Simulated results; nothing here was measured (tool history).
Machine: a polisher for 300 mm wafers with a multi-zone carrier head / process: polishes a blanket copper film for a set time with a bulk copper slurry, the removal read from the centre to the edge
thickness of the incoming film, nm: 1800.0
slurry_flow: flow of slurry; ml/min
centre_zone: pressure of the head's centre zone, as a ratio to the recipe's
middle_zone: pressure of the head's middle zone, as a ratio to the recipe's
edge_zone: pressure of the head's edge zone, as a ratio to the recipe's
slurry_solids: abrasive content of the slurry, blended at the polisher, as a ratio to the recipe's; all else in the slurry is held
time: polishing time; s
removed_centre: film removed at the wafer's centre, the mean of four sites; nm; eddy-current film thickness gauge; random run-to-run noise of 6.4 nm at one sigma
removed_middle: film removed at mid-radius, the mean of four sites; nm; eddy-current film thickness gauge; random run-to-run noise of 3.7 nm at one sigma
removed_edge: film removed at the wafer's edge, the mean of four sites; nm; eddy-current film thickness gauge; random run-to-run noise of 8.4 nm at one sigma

run	hour	slurry_flow	centre_zone	middle_zone	edge_zone	slurry_solids	time	removed_centre	removed_middle	removed_edge
1	0	275	1	1	1	1	76	745.22	744.47	758.54
2	1.6	275	1.05	1	1	1	76	771.05	735.32	775.74
3	10.2	275	1.05	1	1	1	62	640.4	613.04	632.42
4	18	275	1.12	1	1	1	62	678.12	605.92	630.53
5	22.7	265	1.1	0.97	1	0.95	62	655.66	592.93	631.45
6	27.3	265	1.1	0.94	0.99	0.9	62	661.78	571.81	620.6
7	30.5	260	1.08	0.92	1	0.85	62	634.58	556.75	611.81
8	34.6	255	1.07	0.9	1	0.85	62	628.19	542.44	620.78
9	40.5	250	1.06	0.89	0.99	0.85	62	619.47	539.41	610.17
10	45.7	250	1.06	0.89	0.99	0.85	62	617.86	538.15	620.45
11	53.4	245	1.06	0.89	0.98	0.85	62	628.15	531.94	610.47
12	59.9	240	1.05	0.89	0.98	0.85	62	609.28	530.36	606.9

Forecast run 13:
13	67.6	235	1.05	0.89	0.98	0.85	62	?	?	?

Run 13 produced removed_centre 621.33 nm, removed_middle 529.43 nm, removed_edge 606.01 nm.
